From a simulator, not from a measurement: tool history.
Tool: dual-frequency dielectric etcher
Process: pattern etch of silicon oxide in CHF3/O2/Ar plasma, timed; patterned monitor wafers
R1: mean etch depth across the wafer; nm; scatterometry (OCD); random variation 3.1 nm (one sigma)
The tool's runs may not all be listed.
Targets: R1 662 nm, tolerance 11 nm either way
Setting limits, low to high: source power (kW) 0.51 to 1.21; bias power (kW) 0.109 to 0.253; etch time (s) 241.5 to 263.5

{"run": 1, "hour": 0.0, "source power (kW)": 0.86, "bias power (kW)": 0.181, "etch time (s)": 263.5, "R1": 601.6}
{"run": 2, "hour": 5.4, "source power (kW)": 0.86, "bias power (kW)": 0.157, "etch time (s)": 263.5, "R1": 574.04}
{"run": 3, "hour": 10.3, "source power (kW)": 0.86, "bias power (kW)": 0.142, "etch time (s)": 263.5, "R1": 551.7}
{"run": 4, "hour": 15.2, "source power (kW)": 0.86, "bias power (kW)": 0.142, "etch time (s)": 241.5, "R1": 507.82}
{"run": 5, "hour": 22.3, "source power (kW)": 0.89, "bias power (kW)": 0.147, "etch time (s)": 242, "R1": 523.97}
{"run": 6, "hour": 31.1, "source power (kW)": 0.92, "bias power (kW)": 0.153, "etch time (s)": 242.5, "R1": 536.95}
{"run": 7, "hour": 37.7, "source power (kW)": 0.94, "bias power (kW)": 0.159, "etch time (s)": 243, "R1": 553.47}
{"run": 8, "hour": 42.3, "source power (kW)": 0.96, "bias power (kW)": 0.163, "etch time (s)": 243.5, "R1": 562.63}
{"run": 9, "hour": 47.8, "source power (kW)": 0.98, "bias power (kW)": 0.166, "etch time (s)": 244, "R1": 573.14}
{"run": 10, "hour": 50.9, "source power (kW)": 1, "bias power (kW)": 0.169, "etch time (s)": 244, "R1": 576.48}
{"run": 11, "hour": 53.3, "source power (kW)": 1.02, "bias power (kW)": 0.173, "etch time (s)": 244.5, "R1": 594.12}
{"run": 12, "hour": 62.2, "source power (kW)": 1.04, "bias power (kW)": 0.175, "etch time (s)": 244.5, "R1": 596.04}
{"run": 13, "hour": 64.3, "source power (kW)": 1.05, "bias power (kW)": 0.177, "etch time (s)": 244.5, "R1": 608.86}
{"run": 14, "hour": 68.0, "source power (kW)": 1.06, "bias power (kW)": 0.178, "etch time (s)": 244.5, "R1": 608.11}

Next run, 5 choices. One meets every target within its allowed miss, the rest don't. Which?
{"run": "A", "hour": 71.7, "source power (kW)": 1.07, "bias power (kW)": 0.191, "etch time (s)": 248, "R1": "?"}
{"run": "B", "hour": 71.7, "source power (kW)": 1.17, "bias power (kW)": 0.189, "etch time (s)": 250.5, "R1": "?"}
{"run": "C", "hour": 71.7, "source power (kW)": 0.99, "bias power (kW)": 0.127, "etch time (s)": 241.5, "R1": "?"}
{"run": "D", "hour": 71.7, "source power (kW)": 1.04, "bias power (kW)": 0.163, "etch time (s)": 263.5, "R1": "?"}
{"run": "E", "hour": 71.7, "source power (kW)": 1.15, "bias power (kW)": 0.162, "etch time (s)": 249, "R1": "?"}

move=A R1=638.06
move=B R1=668.1
move=C R1=525.1
move=D R1=634.89
move=E R1=626.36
A: an improvement on the last run, though not all results are within tolerance
B: hits every target within its allowed miss
C: misses by more than the last run did
D: an improvement on the last run, though not all results are within tolerance
E: an improvement on the last run, though not all results are within tolerance
The right move is B.

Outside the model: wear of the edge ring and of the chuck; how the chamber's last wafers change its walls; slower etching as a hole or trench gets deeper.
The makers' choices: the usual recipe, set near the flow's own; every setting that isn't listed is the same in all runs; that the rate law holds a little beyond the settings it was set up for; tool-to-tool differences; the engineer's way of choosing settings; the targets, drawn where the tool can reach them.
